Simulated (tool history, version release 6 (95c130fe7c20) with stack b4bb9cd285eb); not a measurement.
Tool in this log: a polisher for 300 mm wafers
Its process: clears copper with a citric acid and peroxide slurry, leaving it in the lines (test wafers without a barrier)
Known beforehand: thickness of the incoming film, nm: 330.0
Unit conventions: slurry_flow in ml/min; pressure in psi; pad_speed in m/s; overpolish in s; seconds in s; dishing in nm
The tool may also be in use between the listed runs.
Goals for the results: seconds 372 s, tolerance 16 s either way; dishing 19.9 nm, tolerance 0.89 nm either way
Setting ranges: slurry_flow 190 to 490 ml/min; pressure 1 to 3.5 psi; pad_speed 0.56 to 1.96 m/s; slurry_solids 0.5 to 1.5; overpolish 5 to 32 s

run 1 hour=0 | slurry_flow=315 pressure=2.2 pad_speed=1.26 slurry_solids=1 overpolish=16 | seconds=219.77 dishing=19.614
run 2 hour=8 | slurry_flow=315 pressure=2 pad_speed=1.26 slurry_solids=1 overpolish=17 | seconds=246.73 dishing=19.004
run 3 hour=9 | slurry_flow=315 pressure=2 pad_speed=1.26 slurry_solids=1 overpolish=24 | seconds=238.71 dishing=26.16
run 4 hour=18 | slurry_flow=315 pressure=2 pad_speed=1.12 slurry_solids=1 overpolish=24 | seconds=269.69 dishing=24.022
run 5 hour=22.3 | slurry_flow=315 pressure=1.9 pad_speed=1.12 slurry_solids=1 overpolish=24 | seconds=290.69 dishing=22.109
run 6 hour=28.6 | slurry_flow=265 pressure=1.9 pad_speed=1.12 slurry_solids=1 overpolish=24 | seconds=290.85 dishing=22.557
run 7 hour=33.1 | slurry_flow=265 pressure=1.9 pad_speed=1.12 slurry_solids=1 overpolish=24 | seconds=291.97 dishing=22.212
-- hour=36.1 slurry nozzle cleaned
run 8 hour=36.1 | slurry_flow=265 pressure=1.8 pad_speed=1.12 slurry_solids=1 overpolish=24 | seconds=299.82 dishing=21.65
run 9 hour=43.9 | slurry_flow=265 pressure=1.7 pad_speed=1.12 slurry_solids=1 overpolish=24 | seconds=310.8 dishing=20.798
run 10 hour=48.1 | slurry_flow=265 pressure=1.2 pad_speed=1.1 slurry_solids=1 overpolish=27 | seconds=442.09 dishing=16.752

Exactly one of the 5 candidate moves below puts every result within its allowed miss. Which one?
run A hour=52.3 | slurry_flow=315 pressure=1.3 pad_speed=1.16 slurry_solids=0.85 overpolish=30 | seconds=? dishing=?
run B hour=52.3 | slurry_flow=325 pressure=1.4 pad_speed=1.12 slurry_solids=0.9 overpolish=24 | seconds=? dishing=?
run C hour=52.3 | slurry_flow=240 pressure=1.2 pad_speed=1.16 slurry_solids=0.95 overpolish=29 | seconds=? dishing=?
run D hour=52.3 | slurry_flow=265 pressure=1.3 pad_speed=1.18 slurry_solids=1.15 overpolish=28 | seconds=? dishing=?
run E hour=52.3 | slurry_flow=270 pressure=1.3 pad_speed=1.1 slurry_solids=1 overpolish=26 | seconds=? dishing=?

move=A seconds=393.71 dishing=20.241
move=B seconds=373.7 dishing=17.336
move=C seconds=422.74 dishing=18.325
move=D seconds=366.09 dishing=20.309
move=E seconds=403.52 dishing=17.347
A: moves toward the targets from the last run without getting all of them in spec
B: the worst result of the last run now meets its target, but another is out of spec
C: moves toward the targets from the last run without getting all of them in spec
D: all results in spec
E: moves toward the targets from the last run without getting all of them in spec
The right move is D.

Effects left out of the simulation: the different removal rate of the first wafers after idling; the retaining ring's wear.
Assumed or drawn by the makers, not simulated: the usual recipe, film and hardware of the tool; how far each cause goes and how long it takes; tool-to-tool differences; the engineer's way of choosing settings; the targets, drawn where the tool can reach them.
